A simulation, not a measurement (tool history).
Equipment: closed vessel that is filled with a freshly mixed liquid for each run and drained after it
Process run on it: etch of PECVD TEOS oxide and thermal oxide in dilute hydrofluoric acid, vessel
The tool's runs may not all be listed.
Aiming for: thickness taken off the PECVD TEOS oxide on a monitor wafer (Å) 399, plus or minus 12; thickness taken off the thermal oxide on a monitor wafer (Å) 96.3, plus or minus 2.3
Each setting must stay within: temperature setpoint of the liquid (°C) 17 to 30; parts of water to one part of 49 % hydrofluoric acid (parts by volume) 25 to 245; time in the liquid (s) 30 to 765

run	hour	temperature setpoint of the liquid (°C)	parts of water to one part of 49 % hydrofluoric acid (parts by volume)	time in the liquid (s)	thickness taken off the PECVD TEOS oxide on a monitor wafer (Å)	thickness taken off the thermal oxide on a monitor wafer (Å)
1	0	22	135	390	434.66	103.16
2	9.1	24.5	135	390	468.2	113.95
3	12	24.5	135	510	619.86	149.07
4	19.1	24	140	510	587.3	140.74
# hour 23.6: thermometer replaced
5	23.6	23.5	145	510	575.46	140.44
6	32.9	24.5	145	510	602.7	146.49
7	35.1	23.5	150	510	568.87	136.11
8	43.5	19.5	180	505	381.33	92.254

Next run, 4 choices. One meets every target within its allowed miss, the rest don't. Which?
A	51.9	21.5	185	505	?	?
B	51.9	20.5	175	525	?	?
C	51.9	20	100	280	?	?
D	51.9	24.5	220	585	?	?

move	thickness taken off the PECVD TEOS oxide on a monitor wafer (Å)	thickness taken off the thermal oxide on a monitor wafer (Å)
A	410.54	96.742
B	438.55	103.34
C	434.6	102.41
D	431.16	101.6
A: meets every target
B: carries the result that was furthest off beyond its target, to the other side
C: carries the result that was furthest off beyond its target, to the other side
D: carries the result that was furthest off beyond its target, to the other side
The right move is A.
